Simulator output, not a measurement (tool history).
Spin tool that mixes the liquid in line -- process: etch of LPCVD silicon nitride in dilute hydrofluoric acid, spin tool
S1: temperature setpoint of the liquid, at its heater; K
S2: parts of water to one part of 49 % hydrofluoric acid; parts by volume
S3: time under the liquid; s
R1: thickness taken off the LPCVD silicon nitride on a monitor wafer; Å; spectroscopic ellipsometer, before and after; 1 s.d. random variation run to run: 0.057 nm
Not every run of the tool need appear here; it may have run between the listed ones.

run  hour      S1  S2   S3      R1
  1   0.0  294.15  45  265  23.545
  2   8.1  294.15  45  290  26.038
  3  10.1  295.65  45  290  28.896
  4  15.6  293.15  45  290  24.174
  5  19.4  293.15  45  290  23.841
  6  22.3  293.15  50  290  21.513
  7  30.7  295.15  50  290  25.765

Run 8 is up next; what results do you expect?
  8  38.5  296.15  50  290   ?

{"run 8": {"R1": 26.781}}

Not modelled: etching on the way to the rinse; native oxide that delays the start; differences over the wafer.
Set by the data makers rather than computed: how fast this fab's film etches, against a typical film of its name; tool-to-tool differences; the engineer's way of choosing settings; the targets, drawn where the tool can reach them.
